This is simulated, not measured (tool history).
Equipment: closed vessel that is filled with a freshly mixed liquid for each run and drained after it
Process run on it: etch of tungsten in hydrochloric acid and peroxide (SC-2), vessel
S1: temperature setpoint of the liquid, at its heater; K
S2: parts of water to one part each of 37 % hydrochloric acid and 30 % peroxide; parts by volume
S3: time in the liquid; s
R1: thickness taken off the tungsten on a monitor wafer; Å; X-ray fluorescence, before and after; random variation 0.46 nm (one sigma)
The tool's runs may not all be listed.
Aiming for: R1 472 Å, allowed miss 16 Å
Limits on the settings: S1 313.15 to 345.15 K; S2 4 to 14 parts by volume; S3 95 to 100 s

run 1 day=0 | S1=329.15 S2=7.5 S3=95 | R1=309.66
run 2 day=0.238 | S1=329.15 S2=6 S3=95 | R1=371.01
run 3 day=0.408 | S1=329.65 S2=6 S3=95 | R1=381.97
run 4 day=0.583 | S1=335.65 S2=6 S3=95 | R1=558.16
run 5 day=0.688 | S1=339.65 S2=6 S3=95 | R1=713.58
run 6 day=0.708 | S1=338.65 S2=6 S3=95 | R1=680.13
run 7 day=0.962 | S1=337.65 S2=6 S3=95 | R1=640.39
run 8 day=1.188 | S1=332.15 S2=6 S3=95 | R1=443.77

Below are 4 possible settings for the next run. Only one of them brings all results inside the allowed miss of their targets. Which is it?
run A day=1.412 | S1=332.15 S2=7 S3=95 | R1=?
run B day=1.412 | S1=325.65 S2=4 S3=100 | R1=?
run C day=1.412 | S1=330.65 S2=6 S3=100 | R1=?
run D day=1.412 | S1=334.15 S2=6.5 S3=95 | R1=?

move=A R1=395.99
move=B R1=411.47
move=C R1=426.39
move=D R1=475.33
A: moves away from the targets compared with the last run
B: moves away from the targets compared with the last run
C: moves away from the targets compared with the last run
D: hits every target within its allowed miss
Answer: D

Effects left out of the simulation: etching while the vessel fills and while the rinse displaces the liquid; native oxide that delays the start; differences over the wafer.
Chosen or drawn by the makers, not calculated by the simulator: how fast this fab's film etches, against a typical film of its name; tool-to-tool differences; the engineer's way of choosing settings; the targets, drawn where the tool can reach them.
